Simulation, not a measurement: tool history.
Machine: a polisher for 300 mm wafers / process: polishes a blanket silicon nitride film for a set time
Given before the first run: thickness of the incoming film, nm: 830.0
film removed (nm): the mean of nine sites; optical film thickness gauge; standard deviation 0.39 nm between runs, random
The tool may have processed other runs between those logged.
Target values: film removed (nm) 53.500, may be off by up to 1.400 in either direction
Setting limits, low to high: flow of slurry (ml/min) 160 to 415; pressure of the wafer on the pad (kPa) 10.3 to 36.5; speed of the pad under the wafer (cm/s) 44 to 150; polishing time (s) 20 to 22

run,day,flow of slurry (ml/min),pressure of the wafer on the pad (kPa),speed of the pad under the wafer (cm/s),polishing time (s),film removed (nm)
1,0.000,265,23.4,96,22,35.708
2,0.242,265,24.1,96,22,36.706
3,0.262,320,24.1,96,22,38.069
4,0.375,320,29.6,96,22,46.268
5,0.412,325,30.3,96,22,46.818
6,0.679,325,32.4,96,22,50.438
7,0.925,325,32.4,96,22,50.109
8,1.108,330,32.4,96,22,49.905

Consider the 5 candidate settings below. Which is the only one whose results all fall within their allowed miss of target?
A,1.292,290,31.0,94,21,?
B,1.292,335,33.8,90,22,?
C,1.292,415,20.0,150,22,?
D,1.292,350,29.6,118,20,?
E,1.292,305,33.8,104,21,?

move,film removed (nm)
A,44.960
B,50.002
C,45.841
D,49.847
E,53.198
A: its largest miss is bigger than the last run's
B: no better and no worse than the last run
C: its largest miss is bigger than the last run's
D: no better and no worse than the last run
E: in spec on every target
E meets every target.
